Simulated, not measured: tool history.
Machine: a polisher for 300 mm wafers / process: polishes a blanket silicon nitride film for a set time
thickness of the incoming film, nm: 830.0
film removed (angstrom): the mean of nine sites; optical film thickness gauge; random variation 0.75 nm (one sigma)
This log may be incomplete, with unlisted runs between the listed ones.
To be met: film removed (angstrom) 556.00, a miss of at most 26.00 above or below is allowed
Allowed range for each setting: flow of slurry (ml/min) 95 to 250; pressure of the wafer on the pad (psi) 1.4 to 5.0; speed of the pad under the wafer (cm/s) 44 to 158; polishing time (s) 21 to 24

| run | hour | flow of slurry (ml/min) | pressure of the wafer on the pad (psi) | speed of the pad under the wafer (cm/s) | polishing time (s) | film removed (angstrom) |
|---|---|---|---|---|---|---|
| 1 | 0.0 | 160 | 3.2 | 100 | 24 | 438.96 |
| 2 | 1.5 | 160 | 3.4 | 100 | 24 | 465.35 |
| 3 | 3.5 | 160 | 3.9 | 100 | 24 | 521.27 |
| 4 | 5.1 | 160 | 3.2 | 100 | 24 | 448.03 |
| 5 | 11.9 | 160 | 3.2 | 90 | 24 | 391.70 |
| 6 | 18.5 | 160 | 2.5 | 90 | 24 | 312.02 |
| 7 | 24.0 | 160 | 3.0 | 92 | 24 | 383.22 |
| 8 | 29.4 | 160 | 3.3 | 92 | 24 | 427.20 |
| 9 | 34.6 | 160 | 3.5 | 92 | 24 | 441.05 |
| 10 | 41.1 | 160 | 3.7 | 92 | 24 | 463.15 |
| 11 | 43.9 | 160 | 3.9 | 92 | 24 | 497.44 |
| 12 | 49.3 | 160 | 4.0 | 92 | 24 | 500.60 |
| 13 | 57.1 | 160 | 4.1 | 92 | 24 | 518.19 |

Consider the 5 candidate settings below. Which is the only one whose results all fall within their allowed miss of target?
| A | 64.9 | 160 | 4.3 | 96 | 21 | ? |
| B | 64.9 | 220 | 3.7 | 106 | 21 | ? |
| C | 64.9 | 180 | 4.5 | 86 | 24 | ? |
| D | 64.9 | 180 | 3.6 | 98 | 24 | ? |
| E | 64.9 | 95 | 4.1 | 100 | 24 | ? |

| move | film removed (angstrom) |
|---|---|
| A | 505.42 |
| B | 491.88 |
| C | 561.91 |
| D | 501.73 |
| E | 522.31 |
A: misses by more than the last run did
B: misses by more than the last run did
C: in spec on every target
D: misses by more than the last run did
E: closes in on the targets versus the last run, not all within tolerance yet
Answer: C
